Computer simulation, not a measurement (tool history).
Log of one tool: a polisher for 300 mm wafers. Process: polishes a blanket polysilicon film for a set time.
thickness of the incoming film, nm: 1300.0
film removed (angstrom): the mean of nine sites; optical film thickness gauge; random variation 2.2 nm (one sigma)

| run | hour | flow of slurry (ml/min) | pressure of the wafer on the pad (kPa) | speed of the pad under the wafer (cm/s) | polishing time (s) | film removed (angstrom) |
|---|---|---|---|---|---|---|
| 1 | 0 | 220 | 13.8 | 116 | 33 | 1907.2 |
| 2 | 6.4 | 220 | 11.7 | 116 | 33 | 1690.9 |
| 3 | 8.6 | 225 | 13.1 | 116 | 33 | 1851.7 |
| 4 | 10.5 | 225 | 14.5 | 116 | 33 | 2013 |
| 5 | 19 | 225 | 12.4 | 116 | 33 | 1765.9 |
| 6 | 27.7 | 250 | 12.4 | 116 | 33 | 1797.7 |
| 7 | 35.3 | 255 | 13.8 | 116 | 33 | 1965.1 |
| 8 | 38.2 | 260 | 14.5 | 116 | 33 | 2054.8 |

Run 9 comes next. What will it give?
| 9 | 46.9 | 260 | 15.2 | 116 | 33 | ? |

{"run 9": {"film removed (angstrom)": 2131}}

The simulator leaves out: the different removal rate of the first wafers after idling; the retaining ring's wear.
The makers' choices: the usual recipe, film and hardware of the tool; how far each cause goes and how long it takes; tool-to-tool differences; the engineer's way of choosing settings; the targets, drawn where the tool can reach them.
